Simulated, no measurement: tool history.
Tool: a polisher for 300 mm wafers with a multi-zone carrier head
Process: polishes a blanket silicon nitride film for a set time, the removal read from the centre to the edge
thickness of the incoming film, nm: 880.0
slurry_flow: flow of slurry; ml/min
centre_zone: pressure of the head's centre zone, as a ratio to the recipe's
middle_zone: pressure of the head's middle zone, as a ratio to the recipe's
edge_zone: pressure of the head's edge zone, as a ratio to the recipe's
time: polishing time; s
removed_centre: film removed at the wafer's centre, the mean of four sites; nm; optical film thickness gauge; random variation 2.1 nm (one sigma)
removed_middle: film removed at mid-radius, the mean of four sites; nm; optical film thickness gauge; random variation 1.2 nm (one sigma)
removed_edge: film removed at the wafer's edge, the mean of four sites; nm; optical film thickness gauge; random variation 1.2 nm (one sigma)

run	hour	slurry_flow	centre_zone	middle_zone	edge_zone	time	removed_centre	removed_middle	removed_edge
1	0.0	125	1.00	1.00	1.00	74	183.19	186.04	181.52
2	5.4	125	1.00	0.95	1.00	74	188.57	179.55	178.80
3	6.4	115	0.99	0.93	0.98	71	172.62	163.93	162.52
4	15.0	115	0.99	0.85	0.98	71	168.98	152.54	165.60
5	16.9	115	0.99	0.81	0.98	71	171.91	148.59	166.72
6	21.1	110	0.99	0.81	0.95	70	166.87	142.94	159.20
7	23.5	105	0.98	0.82	0.92	69	161.50	141.32	153.90

Run 8 comes next. What will it give?
8	30.5	105	0.98	0.82	0.92	69	?	?	?

Run 8 gave removed_centre 160.31 nm, removed_middle 139.47 nm, removed_edge 153.14 nm.

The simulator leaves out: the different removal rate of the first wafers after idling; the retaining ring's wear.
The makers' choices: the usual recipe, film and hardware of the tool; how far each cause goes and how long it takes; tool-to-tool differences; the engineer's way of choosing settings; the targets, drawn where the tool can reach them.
